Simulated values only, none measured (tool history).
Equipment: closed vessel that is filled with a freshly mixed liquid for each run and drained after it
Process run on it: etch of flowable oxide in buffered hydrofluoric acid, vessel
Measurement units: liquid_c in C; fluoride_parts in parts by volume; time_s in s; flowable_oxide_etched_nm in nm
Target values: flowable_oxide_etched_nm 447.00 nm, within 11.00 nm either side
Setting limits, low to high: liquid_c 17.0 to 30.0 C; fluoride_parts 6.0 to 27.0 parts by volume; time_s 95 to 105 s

{"run": 1, "hour": 0.0, "liquid_c": 22.0, "fluoride_parts": 16.5, "time_s": 95, "flowable_oxide_etched_nm": 146.76}
{"run": 2, "hour": 1.0, "liquid_c": 22.0, "fluoride_parts": 16.5, "time_s": 95, "flowable_oxide_etched_nm": 147.84}
{"run": 3, "hour": 8.2, "liquid_c": 23.5, "fluoride_parts": 16.5, "time_s": 95, "flowable_oxide_etched_nm": 159.73}
{"run": 4, "hour": 8.8, "liquid_c": 23.5, "fluoride_parts": 16.5, "time_s": 95, "flowable_oxide_etched_nm": 160.39}
{"run": 5, "hour": 17.3, "liquid_c": 25.0, "fluoride_parts": 14.0, "time_s": 95, "flowable_oxide_etched_nm": 204.62}
{"run": 6, "hour": 22.9, "liquid_c": 25.0, "fluoride_parts": 9.5, "time_s": 95, "flowable_oxide_etched_nm": 298.99}
{"run": 7, "hour": 31.6, "liquid_c": 26.0, "fluoride_parts": 9.0, "time_s": 95, "flowable_oxide_etched_nm": 325.97}
{"run": 8, "hour": 32.3, "liquid_c": 27.0, "fluoride_parts": 8.5, "time_s": 95, "flowable_oxide_etched_nm": 360.08}
{"run": 9, "hour": 37.2, "liquid_c": 27.5, "fluoride_parts": 8.5, "time_s": 95, "flowable_oxide_etched_nm": 373.25}
{"run": 10, "hour": 45.5, "liquid_c": 28.0, "fluoride_parts": 8.5, "time_s": 95, "flowable_oxide_etched_nm": 377.97}
{"run": 11, "hour": 53.4, "liquid_c": 28.5, "fluoride_parts": 8.5, "time_s": 95, "flowable_oxide_etched_nm": 394.88}

Which one of the following 4 next-run settings gets every result inside its allowed miss? There is exactly one.
{"run": "A", "hour": 61.3, "liquid_c": 28.0, "fluoride_parts": 10.0, "time_s": 95, "flowable_oxide_etched_nm": "?"}
{"run": "B", "hour": 61.3, "liquid_c": 30.0, "fluoride_parts": 8.5, "time_s": 100, "flowable_oxide_etched_nm": "?"}
{"run": "C", "hour": 61.3, "liquid_c": 29.0, "fluoride_parts": 10.5, "time_s": 95, "flowable_oxide_etched_nm": "?"}
{"run": "D", "hour": 61.3, "liquid_c": 29.5, "fluoride_parts": 7.5, "time_s": 100, "flowable_oxide_etched_nm": "?"}

move=A flowable_oxide_etched_nm=333.94
move=B flowable_oxide_etched_nm=444.33
move=C flowable_oxide_etched_nm=335.78
move=D flowable_oxide_etched_nm=491.13
A: its largest miss is bigger than the last run's
B: meets every target
C: its largest miss is bigger than the last run's
D: moves the result that the last run missed by most past its target, out the other side
So the answer is move B, the one that meets all the targets.
